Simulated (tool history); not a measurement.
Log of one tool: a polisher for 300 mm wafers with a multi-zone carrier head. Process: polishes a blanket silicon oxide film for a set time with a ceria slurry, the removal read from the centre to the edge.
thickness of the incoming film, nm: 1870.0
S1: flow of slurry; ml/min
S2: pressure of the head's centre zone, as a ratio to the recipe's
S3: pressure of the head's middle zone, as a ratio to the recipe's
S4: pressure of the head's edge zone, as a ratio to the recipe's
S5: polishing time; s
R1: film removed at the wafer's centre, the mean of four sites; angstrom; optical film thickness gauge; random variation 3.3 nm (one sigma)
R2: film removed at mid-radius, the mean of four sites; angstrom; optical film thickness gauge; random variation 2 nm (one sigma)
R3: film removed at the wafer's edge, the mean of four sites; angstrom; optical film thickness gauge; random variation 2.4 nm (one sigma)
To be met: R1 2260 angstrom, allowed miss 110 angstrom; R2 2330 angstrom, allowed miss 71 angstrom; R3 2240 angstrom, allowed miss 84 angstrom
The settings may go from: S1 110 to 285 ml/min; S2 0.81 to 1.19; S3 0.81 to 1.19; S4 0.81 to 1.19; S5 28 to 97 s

run	hour	S1	S2	S3	S4	S5	R1	R2	R3
1	0	180	1	1	1	62	3570.5	3450.1	3590.7
2	5.8	180	1	0.94	1	62	3550.8	3317	3650.9
3	10.8	175	0.98	0.96	0.96	54	3006.4	2927.2	3099.1
4	19.7	175	0.95	0.96	0.96	54	2855.6	2959.8	3006.7
5	28.7	175	0.95	0.95	0.92	49	2584.2	2658.1	2749
6	37.6	170	0.96	0.97	0.89	46	2510	2507.5	2554.1
7	43.8	160	0.95	0.98	0.86	45	2349.6	2482.6	2369.2
8	46.6	150	0.95	0.97	0.85	45	2287.7	2401.2	2405
9	54.4	150	0.96	0.98	0.84	44	2218.4	2399.9	2293.1

4 next moves are on the table. One of them brings every result within its allowed miss. Which?
A	62.2	185	0.93	1	0.82	44	?	?	?
B	62.2	145	0.9	0.96	0.92	44	?	?	?
C	62.2	120	0.85	0.92	0.87	48	?	?	?
D	62.2	200	0.98	1.01	0.88	40	?	?	?

move	R1	R2	R3
A	2368.8	2496.9	2346.1
B	2184.4	2312.7	2375.7
C	2148.3	2339.7	2467.5
D	2300.1	2315	2207.6
A: further off than the last run
B: brings the result that was furthest off to its target, and leaves another outside
C: brings the result that was furthest off to its target, and leaves another outside
D: meets every target
The right move is D.

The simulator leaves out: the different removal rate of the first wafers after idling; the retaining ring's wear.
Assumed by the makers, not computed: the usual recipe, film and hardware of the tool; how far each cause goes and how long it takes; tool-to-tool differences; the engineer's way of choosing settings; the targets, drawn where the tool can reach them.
